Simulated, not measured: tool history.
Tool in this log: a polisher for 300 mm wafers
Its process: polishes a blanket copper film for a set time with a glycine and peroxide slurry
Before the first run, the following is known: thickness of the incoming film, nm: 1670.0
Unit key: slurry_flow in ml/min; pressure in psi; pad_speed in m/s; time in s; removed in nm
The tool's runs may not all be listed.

| run | hour | slurry_flow | pressure | pad_speed | time | removed |
|---|---|---|---|---|---|---|
| 1 | 0 | 270 | 2.1 | 0.94 | 41 | 179.55 |
| 2 | 5.6 | 270 | 2.1 | 0.94 | 41 | 178.68 |
| 3 | 7.5 | 270 | 2.1 | 1.04 | 41 | 192.16 |
| 4 | 9.5 | 275 | 2.2 | 1.04 | 41 | 203.21 |
| 5 | 15.5 | 310 | 2.2 | 1.04 | 41 | 204.88 |
| 6 | 19.5 | 310 | 2.2 | 1.04 | 41 | 206.54 |
| 7 | 23.6 | 320 | 2.2 | 1.04 | 41 | 204.58 |

The next listed run, before its measurement:
| 8 | 31.9 | 320 | 2.3 | 1.04 | 41 | ? |

{"run 8": {"removed": 212.38}}

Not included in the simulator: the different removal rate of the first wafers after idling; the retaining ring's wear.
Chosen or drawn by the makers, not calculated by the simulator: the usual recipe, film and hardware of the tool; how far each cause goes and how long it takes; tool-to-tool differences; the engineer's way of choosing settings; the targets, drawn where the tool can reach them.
